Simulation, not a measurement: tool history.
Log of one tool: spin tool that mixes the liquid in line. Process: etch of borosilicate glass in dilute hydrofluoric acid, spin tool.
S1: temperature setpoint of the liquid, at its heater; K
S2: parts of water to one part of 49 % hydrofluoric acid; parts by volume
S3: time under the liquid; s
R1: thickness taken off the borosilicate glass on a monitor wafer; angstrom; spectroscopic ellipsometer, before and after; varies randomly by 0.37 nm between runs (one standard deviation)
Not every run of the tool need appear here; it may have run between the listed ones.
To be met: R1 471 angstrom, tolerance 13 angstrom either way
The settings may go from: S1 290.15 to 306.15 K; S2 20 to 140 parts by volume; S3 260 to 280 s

run,hour,S1,S2,S3,R1
1,0,298.15,75,260,909.84
2,8.6,298.15,45,260,1616.5
3,17.3,298.15,45,280,1719.3
4,20.7,296.65,55,280,1304
5,28.1,295.15,55,280,1232.2
6,35.1,294.15,65,280,984.09
7,37,293.65,70,280,893.5
8,45,293.15,75,280,804.88
9,46.2,292.65,80,280,730
10,51.9,292.15,85,280,676.12
11,58.9,291.65,90,280,621.93
12,63.9,291.15,95,280,560.85
13,71.9,290.65,100,280,529.64

Exercise: of the 4 proposed moves below, exactly one satisfies all targets within the stated allowed misses. Which move is it?
A,79.9,292.15,115,260,?
B,79.9,290.15,105,270,?
C,79.9,290.65,85,280,?
D,79.9,291.65,90,260,?

move,R1
A,449.96
B,475.91
C,635.93
D,578.56
A: moves the result that the last run missed by most past its target, out the other side
B: in spec on every target
C: its largest miss is bigger than the last run's
D: its largest miss is bigger than the last run's
Correct choice: B, which meets every target

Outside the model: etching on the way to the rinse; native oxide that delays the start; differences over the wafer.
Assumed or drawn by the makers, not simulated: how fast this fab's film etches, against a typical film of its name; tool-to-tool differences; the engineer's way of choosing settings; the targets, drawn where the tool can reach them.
